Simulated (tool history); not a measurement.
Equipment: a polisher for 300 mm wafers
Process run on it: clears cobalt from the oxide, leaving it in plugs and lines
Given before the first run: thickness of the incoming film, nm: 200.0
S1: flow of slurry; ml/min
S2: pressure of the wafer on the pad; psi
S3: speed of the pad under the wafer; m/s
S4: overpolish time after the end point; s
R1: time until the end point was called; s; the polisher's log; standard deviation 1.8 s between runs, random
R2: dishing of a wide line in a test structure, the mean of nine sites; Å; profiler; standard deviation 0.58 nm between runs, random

run	day	S1	S2	S3	S4	R1	R2
1	0.000	280	1.6	0.76	14	59.826	330.17
2	0.354	280	1.4	0.76	16	65.426	338.16
3	0.712	280	1.2	0.74	18	77.376	326.21
4	1.008	280	1.2	0.74	16	75.008	311.86
5	1.150	340	1.2	0.74	16	74.724	311.56
6	1.496	340	1.2	0.56	16	96.475	250.77

Expected results for the next run?
7	1.696	340	1.1	0.58	22	?	?

{"run 7": {"R1": 105.15, "R2": 307.74}}
